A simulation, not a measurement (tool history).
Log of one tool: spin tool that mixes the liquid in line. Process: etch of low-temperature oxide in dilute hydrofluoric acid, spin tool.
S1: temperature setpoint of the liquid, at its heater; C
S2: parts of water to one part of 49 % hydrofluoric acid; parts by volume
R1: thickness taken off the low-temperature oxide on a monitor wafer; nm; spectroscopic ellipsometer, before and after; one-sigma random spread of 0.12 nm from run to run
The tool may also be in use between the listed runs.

run 1 hour=0.0 | S1=23.0 S2=90 time_under_the_liquid_(s)=295 | R1=33.669
run 2 hour=0.9 | S1=21.5 S2=90 time_under_the_liquid_(s)=295 | R1=31.362
run 3 hour=8.9 | S1=20.5 S2=95 time_under_the_liquid_(s)=295 | R1=28.541
run 4 hour=17.9 | S1=18.5 S2=95 time_under_the_liquid_(s)=295 | R1=26.641
run 5 hour=26.9 | S1=18.0 S2=100 time_under_the_liquid_(s)=295 | R1=24.207
run 6 hour=34.7 | S1=18.0 S2=80 time_under_the_liquid_(s)=295 | R1=30.933
run 7 hour=42.9 | S1=17.5 S2=85 time_under_the_liquid_(s)=295 | R1=28.695
run 8 hour=43.6 | S1=17.5 S2=90 time_under_the_liquid_(s)=295 | R1=26.753
run 9 hour=46.3 | S1=17.5 S2=95 time_under_the_liquid_(s)=295 | R1=25.092

Forecast run 10:
run 10 hour=50.9 | S1=17.0 S2=100 time_under_the_liquid_(s)=295 | R1=?

Run 10 gave R1 23.295 nm.

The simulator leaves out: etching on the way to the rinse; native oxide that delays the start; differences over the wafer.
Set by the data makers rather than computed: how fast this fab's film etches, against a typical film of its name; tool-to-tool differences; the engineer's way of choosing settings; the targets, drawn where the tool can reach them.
